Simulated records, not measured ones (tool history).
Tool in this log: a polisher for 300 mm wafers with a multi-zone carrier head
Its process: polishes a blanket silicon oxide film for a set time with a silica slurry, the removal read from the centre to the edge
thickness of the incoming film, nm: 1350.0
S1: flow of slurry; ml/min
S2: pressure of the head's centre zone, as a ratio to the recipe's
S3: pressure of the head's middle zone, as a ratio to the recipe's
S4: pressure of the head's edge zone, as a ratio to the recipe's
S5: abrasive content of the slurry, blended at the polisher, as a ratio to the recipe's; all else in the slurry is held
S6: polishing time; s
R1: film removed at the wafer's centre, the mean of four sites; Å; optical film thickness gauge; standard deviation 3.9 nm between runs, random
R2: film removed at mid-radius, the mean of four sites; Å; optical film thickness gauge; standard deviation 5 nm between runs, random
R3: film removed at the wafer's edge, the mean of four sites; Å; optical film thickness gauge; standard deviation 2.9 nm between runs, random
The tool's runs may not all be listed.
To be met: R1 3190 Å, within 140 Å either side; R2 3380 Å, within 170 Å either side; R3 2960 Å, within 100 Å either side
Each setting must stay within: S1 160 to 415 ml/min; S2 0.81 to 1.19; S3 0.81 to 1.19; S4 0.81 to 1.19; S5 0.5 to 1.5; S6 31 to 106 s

run 1 hour=0 | S1=265 S2=1 S3=1 S4=1 S5=1 S6=68 | R1=2405.9 R2=2416.6 R3=2447.4
run 2 hour=7.2 | S1=265 S2=1 S3=0.94 S4=1 S5=1 S6=68 | R1=2407.7 R2=2311.1 R3=2436.9
run 3 hour=13.8 | S1=275 S2=1.02 S3=1.01 S4=0.99 S5=1.1 S6=68 | R1=2598.8 R2=2615.6 R3=2573.7
run 4 hour=17.2 | S1=340 S2=1.02 S3=1.01 S4=0.99 S5=1.1 S6=68 | R1=2614.3 R2=2667.3 R3=2616
run 5 hour=18.6 | S1=290 S2=1.02 S3=1.01 S4=0.99 S5=1.1 S6=68 | R1=2569.5 R2=2678.7 R3=2540
run 6 hour=20.3 | S1=295 S2=1.05 S3=1.03 S4=1.03 S5=1.15 S6=68 | R1=2747.3 R2=2718.1 R3=2709.4
run 7 hour=24.4 | S1=300 S2=1.07 S3=1.07 S4=1.03 S5=1.2 S6=68 | R1=2827.4 R2=3001.1 R3=2727.5
run 8 hour=27.8 | S1=315 S2=1.15 S3=1.09 S4=1.1 S5=1.35 S6=68 | R1=3282.6 R2=3140.6 R3=3036.4
run 9 hour=34 | S1=315 S2=1.14 S3=1.11 S4=1.09 S5=1.35 S6=68 | R1=3200 R2=3114.5 R3=2972.1

Next run, 5 choices. One meets every target within its allowed miss, the rest don't. Which?
run A hour=40.2 | S1=355 S2=1.11 S3=1.16 S4=1.04 S5=1.3 S6=70 | R1=? R2=? R3=?
run B hour=40.2 | S1=285 S2=1.11 S3=1.12 S4=1.13 S5=1.2 S6=67 | R1=? R2=? R3=?
run C hour=40.2 | S1=280 S2=1.14 S3=1.07 S4=1.19 S5=1.35 S6=68 | R1=? R2=? R3=?
run D hour=40.2 | S1=320 S2=1.14 S3=1.1 S4=1.15 S5=1.25 S6=69 | R1=? R2=? R3=?
run E hour=40.2 | S1=300 S2=1.16 S3=1.19 S4=0.9 S5=1.4 S6=67 | R1=? R2=? R3=?

move=A R1=3178.9 R2=3263.3 R3=3009
move=B R1=2874.1 R2=2868 R3=2855.2
move=C R1=3149.8 R2=2951.9 R3=3142.9
move=D R1=3123.4 R2=2993.4 R3=3048.4
move=E R1=3225.2 R2=3256.6 R3=2749.6
A: hits every target within its allowed miss
B: its largest miss is bigger than the last run's
C: its largest miss is bigger than the last run's
D: its largest miss is bigger than the last run's
E: the worst result of the last run now meets its target, but another is out of spec
A is the move that brings every result within its allowed miss.

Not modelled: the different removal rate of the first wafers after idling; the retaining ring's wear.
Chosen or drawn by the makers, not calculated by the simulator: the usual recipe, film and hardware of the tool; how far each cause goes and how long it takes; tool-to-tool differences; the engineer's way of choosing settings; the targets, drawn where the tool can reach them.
